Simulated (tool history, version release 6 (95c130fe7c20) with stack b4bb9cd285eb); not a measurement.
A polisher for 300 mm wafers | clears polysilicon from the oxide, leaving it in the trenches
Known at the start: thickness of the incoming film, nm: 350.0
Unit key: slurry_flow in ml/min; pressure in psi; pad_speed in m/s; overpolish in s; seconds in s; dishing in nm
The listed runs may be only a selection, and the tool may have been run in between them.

run,day,slurry_flow,pressure,pad_speed,overpolish,seconds,dishing
1,0.000,155,3.2,1.08,9,21.042,61.034
2,0.196,155,3.2,1.08,12,20.572,65.985
3,0.250,155,2.9,1.08,11,22.255,63.536
4,0.446,155,2.9,1.26,11,20.445,64.366
5,0.521,155,3.4,1.26,11,17.701,64.880
6,0.642,120,3.4,1.26,11,18.464,66.706

The next listed run, before its measurement:
7,0.946,120,2.5,1.22,10,?,?

Run 7 came out at seconds 23.664 s, dishing 61.337 nm.
